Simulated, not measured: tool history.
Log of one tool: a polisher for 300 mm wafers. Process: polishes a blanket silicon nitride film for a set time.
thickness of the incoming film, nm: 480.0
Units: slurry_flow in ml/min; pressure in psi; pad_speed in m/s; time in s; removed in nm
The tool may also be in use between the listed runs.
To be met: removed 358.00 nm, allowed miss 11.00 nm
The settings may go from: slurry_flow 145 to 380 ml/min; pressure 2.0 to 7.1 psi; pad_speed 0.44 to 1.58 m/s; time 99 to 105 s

run  hour  slurry_flow  pressure  pad_speed  time  removed
  1   0.0          245       4.5       1.00    99   229.22
  2   1.1          205       4.5       1.00    99   218.98
  3   2.1          205       4.9       1.00    99   241.03
  4   2.6          205       4.9       1.18    99   271.56
  5   9.8          230       5.2       1.18    99   288.47
  6  15.5          235       5.5       1.18    99   301.35
  7  21.6          235       5.8       1.18    99   319.83
  8  25.8          235       6.0       1.18    99   330.67
  9  28.5          235       6.0       1.18    99   327.66
 10  29.3          235       6.2       1.18    99   338.30
 11  37.6          235       6.3       1.18    99   342.38

5 next moves are on the table. One of them brings every result within its allowed miss. Which?
  A  45.9          245       5.7       1.32   103        ?
  B  45.9          215       6.0       1.12   102        ?
  C  45.9          180       5.9       1.14   105        ?
  D  45.9          205       5.7       1.26   101        ?
  E  45.9          195       6.4       1.14   100        ?

move  removed
   A   354.99
   B   323.06
   C   324.90
   D   330.38
   E   336.40
A: meets every target
B: further off than the last run
C: further off than the last run
D: further off than the last run
E: further off than the last run
The right move is A.
